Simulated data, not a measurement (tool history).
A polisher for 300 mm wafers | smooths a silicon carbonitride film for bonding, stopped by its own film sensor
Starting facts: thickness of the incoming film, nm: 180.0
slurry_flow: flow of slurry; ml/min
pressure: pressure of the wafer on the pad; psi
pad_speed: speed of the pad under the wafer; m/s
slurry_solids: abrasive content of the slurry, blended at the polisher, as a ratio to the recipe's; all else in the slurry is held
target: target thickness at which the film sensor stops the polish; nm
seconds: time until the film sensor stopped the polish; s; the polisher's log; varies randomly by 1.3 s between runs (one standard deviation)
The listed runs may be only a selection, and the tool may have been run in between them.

run 1 hour=0 | slurry_flow=235 pressure=2.2 pad_speed=0.7 slurry_solids=1 target=166 | seconds=70.46
run 2 hour=8.6 | slurry_flow=235 pressure=2.1 pad_speed=0.7 slurry_solids=1 target=166 | seconds=72.591
run 3 hour=14.7 | slurry_flow=235 pressure=2.1 pad_speed=0.7 slurry_solids=1.1 target=166 | seconds=69.792
run 4 hour=19 | slurry_flow=235 pressure=2 pad_speed=0.7 slurry_solids=1.1 target=166 | seconds=71.332
run 5 hour=25.3 | slurry_flow=265 pressure=2 pad_speed=0.7 slurry_solids=1.1 target=166 | seconds=72.773
run 6 hour=33.9 | slurry_flow=265 pressure=2.4 pad_speed=0.7 slurry_solids=1.1 target=166 | seconds=59.922
run 7 hour=40.4 | slurry_flow=265 pressure=2.4 pad_speed=0.7 slurry_solids=1.1 target=166 | seconds=59.435

The next listed run, before its measurement:
run 8 hour=42.7 | slurry_flow=265 pressure=2.2 pad_speed=0.7 slurry_solids=1.1 target=166 | seconds=?

{"run 8": {"seconds": 65.601}}
